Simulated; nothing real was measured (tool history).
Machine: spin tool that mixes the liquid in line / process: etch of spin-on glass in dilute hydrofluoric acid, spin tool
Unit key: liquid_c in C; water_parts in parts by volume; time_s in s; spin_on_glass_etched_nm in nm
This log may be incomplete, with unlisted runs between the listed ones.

run	hour	liquid_c	water_parts	time_s	spin_on_glass_etched_nm
1	0.0	23.0	135	160	64.152
2	1.3	24.0	130	160	69.956
3	9.7	27.5	130	160	79.796
4	17.8	28.0	125	160	85.861
5	22.4	31.0	125	160	96.357
6	27.0	31.0	125	160	96.433
7	27.9	31.0	120	160	100.600
8	35.1	31.0	115	160	106.060

Run 9, settings as shown, results not yet in. Your forecast:
9	39.7	31.0	105	160	?

{"run 9": {"spin_on_glass_etched_nm": 117.25}}

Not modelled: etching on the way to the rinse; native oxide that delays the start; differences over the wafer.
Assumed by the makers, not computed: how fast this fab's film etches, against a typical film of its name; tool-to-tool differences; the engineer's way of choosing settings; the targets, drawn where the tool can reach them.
